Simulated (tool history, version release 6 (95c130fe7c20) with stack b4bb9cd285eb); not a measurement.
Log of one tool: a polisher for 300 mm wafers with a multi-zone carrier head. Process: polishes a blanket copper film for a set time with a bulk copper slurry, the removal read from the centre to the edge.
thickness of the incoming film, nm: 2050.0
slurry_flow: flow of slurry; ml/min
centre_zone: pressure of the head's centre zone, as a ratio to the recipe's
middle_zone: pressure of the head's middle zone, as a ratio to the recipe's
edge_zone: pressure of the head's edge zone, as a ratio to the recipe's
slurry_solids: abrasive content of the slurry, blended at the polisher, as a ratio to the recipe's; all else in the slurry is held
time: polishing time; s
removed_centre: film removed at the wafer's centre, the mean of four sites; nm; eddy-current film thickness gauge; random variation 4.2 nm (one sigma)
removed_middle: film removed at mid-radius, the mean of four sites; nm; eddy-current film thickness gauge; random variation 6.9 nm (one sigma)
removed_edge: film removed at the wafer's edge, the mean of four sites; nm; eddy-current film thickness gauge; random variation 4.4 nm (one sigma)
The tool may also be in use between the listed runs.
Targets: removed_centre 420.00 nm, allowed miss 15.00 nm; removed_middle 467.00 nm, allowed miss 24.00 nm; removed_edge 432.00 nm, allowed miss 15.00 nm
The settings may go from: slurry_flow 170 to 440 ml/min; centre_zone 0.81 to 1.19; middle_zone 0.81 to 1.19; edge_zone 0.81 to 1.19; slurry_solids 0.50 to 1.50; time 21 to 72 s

{"run": 1, "hour": 0.0, "slurry_flow": 280, "centre_zone": 1.0, "middle_zone": 1.0, "edge_zone": 1.0, "slurry_solids": 1.0, "time": 46, "removed_centre": 295.79, "removed_middle": 301.82, "removed_edge": 303.56}
{"run": 2, "hour": 1.0, "slurry_flow": 280, "centre_zone": 1.0, "middle_zone": 1.0, "edge_zone": 1.0, "slurry_solids": 1.0, "time": 54, "removed_centre": 346.28, "removed_middle": 350.35, "removed_edge": 365.0}
{"run": 3, "hour": 8.4, "slurry_flow": 285, "centre_zone": 1.01, "middle_zone": 1.02, "edge_zone": 1.01, "slurry_solids": 1.05, "time": 54, "removed_centre": 352.5, "removed_middle": 361.85, "removed_edge": 361.81}
{"run": 4, "hour": 10.3, "slurry_flow": 285, "centre_zone": 1.01, "middle_zone": 1.06, "edge_zone": 1.01, "slurry_solids": 1.05, "time": 54, "removed_centre": 359.37, "removed_middle": 379.83, "removed_edge": 357.83}
{"run": 5, "hour": 16.0, "slurry_flow": 285, "centre_zone": 1.01, "middle_zone": 1.06, "edge_zone": 1.01, "slurry_solids": 1.15, "time": 54, "removed_centre": 367.09, "removed_middle": 381.34, "removed_edge": 373.29}
{"run": 6, "hour": 23.6, "slurry_flow": 285, "centre_zone": 1.01, "middle_zone": 1.08, "edge_zone": 1.02, "slurry_solids": 1.2, "time": 54, "removed_centre": 367.36, "removed_middle": 393.25, "removed_edge": 371.02}
{"run": 7, "hour": 28.4, "slurry_flow": 285, "centre_zone": 1.01, "middle_zone": 1.09, "edge_zone": 1.03, "slurry_solids": 1.25, "time": 55, "removed_centre": 373.75, "removed_middle": 407.32, "removed_edge": 387.9}
{"run": 8, "hour": 31.0, "slurry_flow": 290, "centre_zone": 1.02, "middle_zone": 1.1, "edge_zone": 1.04, "slurry_solids": 1.3, "time": 55, "removed_centre": 383.71, "removed_middle": 420.61, "removed_edge": 387.33}
{"run": 9, "hour": 40.0, "slurry_flow": 290, "centre_zone": 1.02, "middle_zone": 1.1, "edge_zone": 1.05, "slurry_solids": 1.35, "time": 55, "removed_centre": 389.47, "removed_middle": 427.37, "removed_edge": 401.34}
{"run": 10, "hour": 43.9, "slurry_flow": 295, "centre_zone": 1.02, "middle_zone": 1.1, "edge_zone": 1.06, "slurry_solids": 1.35, "time": 55, "removed_centre": 384.7, "removed_middle": 418.84, "removed_edge": 400.71}
{"run": 11, "hour": 49.9, "slurry_flow": 295, "centre_zone": 1.02, "middle_zone": 1.11, "edge_zone": 1.06, "slurry_solids": 1.35, "time": 55, "removed_centre": 387.63, "removed_middle": 415.4, "removed_edge": 396.64}
{"run": 12, "hour": 54.2, "slurry_flow": 290, "centre_zone": 1.02, "middle_zone": 1.12, "edge_zone": 1.05, "slurry_solids": 1.4, "time": 57, "removed_centre": 410.08, "removed_middle": 447.68, "removed_edge": 414.39}

5 next moves are on the table. One of them brings every result within its allowed miss. Which?
{"run": "A", "hour": 58.5, "slurry_flow": 285, "centre_zone": 1.08, "middle_zone": 0.94, "edge_zone": 1.1, "slurry_solids": 1.45, "time": 61, "removed_centre": "?", "removed_middle": "?", "removed_edge": "?"}
{"run": "B", "hour": 58.5, "slurry_flow": 300, "centre_zone": 0.83, "middle_zone": 1.19, "edge_zone": 1.04, "slurry_solids": 1.5, "time": 65, "removed_centre": "?", "removed_middle": "?", "removed_edge": "?"}
{"run": "C", "hour": 58.5, "slurry_flow": 355, "centre_zone": 1.01, "middle_zone": 1.14, "edge_zone": 1.05, "slurry_solids": 1.4, "time": 58, "removed_centre": "?", "removed_middle": "?", "removed_edge": "?"}
{"run": "D", "hour": 58.5, "slurry_flow": 285, "centre_zone": 0.98, "middle_zone": 1.08, "edge_zone": 1.11, "slurry_solids": 1.5, "time": 57, "removed_centre": "?", "removed_middle": "?", "removed_edge": "?"}
{"run": "E", "hour": 58.5, "slurry_flow": 315, "centre_zone": 0.92, "middle_zone": 1.19, "edge_zone": 1.18, "slurry_solids": 1.35, "time": 58, "removed_centre": "?", "removed_middle": "?", "removed_edge": "?"}

move=A removed_centre=466.60 removed_middle=420.64 removed_edge=469.40
move=B removed_centre=387.29 removed_middle=555.95 removed_edge=490.51
move=C removed_centre=422.70 removed_middle=478.50 removed_edge=439.10
move=D removed_centre=398.71 removed_middle=445.56 removed_edge=443.13
move=E removed_centre=376.78 removed_middle=486.89 removed_edge=457.76
A: takes the result that was furthest off past its target
B: takes the result that was furthest off past its target
C: meets every target
D: brings the result that was furthest off to its target, and leaves another outside
E: takes the result that was furthest off past its target
Answer: C
